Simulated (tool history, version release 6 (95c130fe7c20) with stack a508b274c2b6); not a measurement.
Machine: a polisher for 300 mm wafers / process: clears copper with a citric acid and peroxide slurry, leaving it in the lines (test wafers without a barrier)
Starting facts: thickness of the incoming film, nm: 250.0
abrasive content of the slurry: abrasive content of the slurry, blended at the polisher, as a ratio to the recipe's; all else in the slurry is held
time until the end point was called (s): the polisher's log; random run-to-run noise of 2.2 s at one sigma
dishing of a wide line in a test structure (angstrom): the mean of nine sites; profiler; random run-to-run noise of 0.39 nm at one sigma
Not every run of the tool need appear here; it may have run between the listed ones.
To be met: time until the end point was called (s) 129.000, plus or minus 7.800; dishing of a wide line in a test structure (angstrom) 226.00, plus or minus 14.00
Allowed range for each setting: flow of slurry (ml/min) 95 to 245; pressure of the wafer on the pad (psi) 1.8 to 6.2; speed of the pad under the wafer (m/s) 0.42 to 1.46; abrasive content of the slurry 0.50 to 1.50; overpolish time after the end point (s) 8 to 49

run	day	flow of slurry (ml/min)	pressure of the wafer on the pad (psi)	speed of the pad under the wafer (m/s)	abrasive content of the slurry	overpolish time after the end point (s)	time until the end point was called (s)	dishing of a wide line in a test structure (angstrom)
1	0.000	155	4.0	0.94	1.00	25	76.523	381.75
2	0.296	155	3.6	0.94	1.00	23	83.271	342.82
3	0.592	155	4.1	0.94	1.00	23	75.659	370.66
4	0.842	155	4.1	0.76	1.00	23	83.989	342.13
5	1.075	155	3.5	0.76	1.00	23	101.830	316.90
6	1.150	155	3.3	0.76	1.00	21	104.480	281.68
7	1.304	155	3.1	0.76	1.00	20	113.070	249.29
8	1.492	155	3.0	0.76	1.00	20	112.970	257.14
9	1.671	155	2.9	0.76	1.00	20	116.340	246.08

Consider the 4 candidate settings below. Which is the only one whose results all fall within their allowed miss of target?
A	1.850	150	3.3	0.92	1.10	18	?	?
B	1.850	140	2.9	0.64	0.95	25	?	?
C	1.850	170	2.7	0.70	1.05	20	?	?
D	1.850	155	2.4	0.78	1.10	25	?	?

move	time until the end point was called (s)	dishing of a wide line in a test structure (angstrom)
A	94.992	266.77
B	136.730	259.34
C	133.170	222.55
D	140.810	252.27
A: moves away from the targets compared with the last run
B: brings the result that was furthest off to its target, and leaves another outside
C: all results land within tolerance of their targets
D: carries the result that was furthest off beyond its target, to the other side
The move that meets every target is C.
